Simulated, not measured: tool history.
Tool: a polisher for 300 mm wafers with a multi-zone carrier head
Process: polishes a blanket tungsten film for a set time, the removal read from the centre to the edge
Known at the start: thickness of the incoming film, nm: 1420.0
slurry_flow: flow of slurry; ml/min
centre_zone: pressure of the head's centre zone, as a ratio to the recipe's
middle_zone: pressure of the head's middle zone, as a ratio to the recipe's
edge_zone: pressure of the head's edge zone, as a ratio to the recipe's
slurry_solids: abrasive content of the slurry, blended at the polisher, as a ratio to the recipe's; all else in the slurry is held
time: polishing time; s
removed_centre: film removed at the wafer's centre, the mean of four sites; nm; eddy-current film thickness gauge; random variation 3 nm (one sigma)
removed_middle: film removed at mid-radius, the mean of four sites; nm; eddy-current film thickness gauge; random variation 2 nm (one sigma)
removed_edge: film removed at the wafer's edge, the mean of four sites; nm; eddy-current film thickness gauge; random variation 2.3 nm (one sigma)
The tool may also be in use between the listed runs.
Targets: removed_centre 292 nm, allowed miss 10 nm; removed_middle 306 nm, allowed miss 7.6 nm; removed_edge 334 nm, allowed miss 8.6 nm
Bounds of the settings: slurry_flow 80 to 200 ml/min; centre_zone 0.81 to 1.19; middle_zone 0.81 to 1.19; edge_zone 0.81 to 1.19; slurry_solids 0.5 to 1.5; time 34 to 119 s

{"run": 1, "hour": 0.0, "slurry_flow": 130, "centre_zone": 1, "middle_zone": 1, "edge_zone": 1, "slurry_solids": 1, "time": 76, "removed_centre": 371.44, "removed_middle": 364.89, "removed_edge": 379.43}
{"run": 2, "hour": 4.7, "slurry_flow": 130, "centre_zone": 1, "middle_zone": 1, "edge_zone": 1.04, "slurry_solids": 1, "time": 76, "removed_centre": 367.63, "removed_middle": 369.61, "removed_edge": 388.17}
{"run": 3, "hour": 10.8, "slurry_flow": 120, "centre_zone": 0.97, "middle_zone": 0.99, "edge_zone": 1.01, "slurry_solids": 0.95, "time": 76, "removed_centre": 353.7, "removed_middle": 352.59, "removed_edge": 371.89}
{"run": 4, "hour": 14.7, "slurry_flow": 100, "centre_zone": 0.97, "middle_zone": 0.99, "edge_zone": 1.01, "slurry_solids": 0.95, "time": 76, "removed_centre": 333.74, "removed_middle": 339.2, "removed_edge": 358.73}
{"run": 5, "hour": 20.1, "slurry_flow": 100, "centre_zone": 0.97, "middle_zone": 0.92, "edge_zone": 1.01, "slurry_solids": 0.95, "time": 76, "removed_centre": 331.73, "removed_middle": 316.71, "removed_edge": 362.09}
{"run": 6, "hour": 24.5, "slurry_flow": 100, "centre_zone": 0.97, "middle_zone": 0.98, "edge_zone": 1.01, "slurry_solids": 0.95, "time": 76, "removed_centre": 338.13, "removed_middle": 336.41, "removed_edge": 364.81}
{"run": 7, "hour": 32.5, "slurry_flow": 95, "centre_zone": 0.94, "middle_zone": 0.97, "edge_zone": 0.99, "slurry_solids": 0.95, "time": 76, "removed_centre": 322.72, "removed_middle": 325.34, "removed_edge": 359.97}
{"run": 8, "hour": 40.1, "slurry_flow": 90, "centre_zone": 0.93, "middle_zone": 0.97, "edge_zone": 0.98, "slurry_solids": 0.9, "time": 76, "removed_centre": 309.3, "removed_middle": 319.83, "removed_edge": 347.25}
{"run": 9, "hour": 48.3, "slurry_flow": 90, "centre_zone": 0.92, "middle_zone": 0.97, "edge_zone": 0.97, "slurry_solids": 0.9, "time": 76, "removed_centre": 299.05, "removed_middle": 317.58, "removed_edge": 346.52}
{"run": 10, "hour": 49.9, "slurry_flow": 90, "centre_zone": 0.92, "middle_zone": 0.97, "edge_zone": 0.96, "slurry_solids": 0.9, "time": 76, "removed_centre": 306.55, "removed_middle": 319.97, "removed_edge": 337.13}
{"run": 11, "hour": 51.3, "slurry_flow": 90, "centre_zone": 0.91, "middle_zone": 0.96, "edge_zone": 0.96, "slurry_solids": 0.9, "time": 76, "removed_centre": 299.99, "removed_middle": 314.49, "removed_edge": 343.4}
{"run": 12, "hour": 56.2, "slurry_flow": 90, "centre_zone": 0.91, "middle_zone": 0.96, "edge_zone": 0.95, "slurry_solids": 0.9, "time": 76, "removed_centre": 302.3, "removed_middle": 316.65, "removed_edge": 342.47}

5 next moves are on the table. One of them brings every result within its allowed miss. Which?
{"run": "A", "hour": 61.1, "slurry_flow": 80, "centre_zone": 0.93, "middle_zone": 0.88, "edge_zone": 0.94, "slurry_solids": 0.95, "time": 78, "removed_centre": "?", "removed_middle": "?", "removed_edge": "?"}
{"run": "B", "hour": 61.1, "slurry_flow": 80, "centre_zone": 0.92, "middle_zone": 0.93, "edge_zone": 1.06, "slurry_solids": 0.7, "time": 79, "removed_centre": "?", "removed_middle": "?", "removed_edge": "?"}
{"run": "C", "hour": 61.1, "slurry_flow": 80, "centre_zone": 0.81, "middle_zone": 0.98, "edge_zone": 1.01, "slurry_solids": 1.05, "time": 78, "removed_centre": "?", "removed_middle": "?", "removed_edge": "?"}
{"run": "D", "hour": 61.1, "slurry_flow": 105, "centre_zone": 0.83, "middle_zone": 0.95, "edge_zone": 0.97, "slurry_solids": 0.9, "time": 76, "removed_centre": "?", "removed_middle": "?", "removed_edge": "?"}
{"run": "E", "hour": 61.1, "slurry_flow": 80, "centre_zone": 0.91, "middle_zone": 0.96, "edge_zone": 0.95, "slurry_solids": 1, "time": 74, "removed_centre": "?", "removed_middle": "?", "removed_edge": "?"}

move=A removed_centre=316.94 removed_middle=296.38 removed_edge=343.46
move=B removed_centre=294.41 removed_middle=290.54 removed_edge=337.86
move=C removed_centre=292.85 removed_middle=332.81 removed_edge=362.47
move=D removed_centre=303.87 removed_middle=326.68 removed_edge=350.72
move=E removed_centre=299.76 removed_middle=306.35 removed_edge=331.23
A: takes the result that was furthest off past its target
B: takes the result that was furthest off past its target
C: further off than the last run
D: further off than the last run
E: meets every target
Answer: E
